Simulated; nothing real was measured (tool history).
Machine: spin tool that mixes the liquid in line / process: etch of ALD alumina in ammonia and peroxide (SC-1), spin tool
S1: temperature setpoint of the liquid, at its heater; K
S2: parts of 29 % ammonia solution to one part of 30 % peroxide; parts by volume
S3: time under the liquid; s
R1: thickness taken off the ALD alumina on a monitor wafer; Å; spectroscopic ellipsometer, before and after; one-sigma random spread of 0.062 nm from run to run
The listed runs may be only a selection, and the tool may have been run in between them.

run  hour      S1    S2   S3      R1
  1   0.0  328.15  0.65  280  283.24
  2   6.6  326.15  0.65  280  255.09
  3  14.0  326.15  0.65  280  253.72
  4  21.4  326.15  0.60  280  254.36
  5  29.4  326.15  0.60  280  253.03
  6  31.0  326.15  0.45  280  246.26

What will run 7 give?
  7  39.8  321.15  0.45  280   ?

{"run 7": {"R1": 187.52}}

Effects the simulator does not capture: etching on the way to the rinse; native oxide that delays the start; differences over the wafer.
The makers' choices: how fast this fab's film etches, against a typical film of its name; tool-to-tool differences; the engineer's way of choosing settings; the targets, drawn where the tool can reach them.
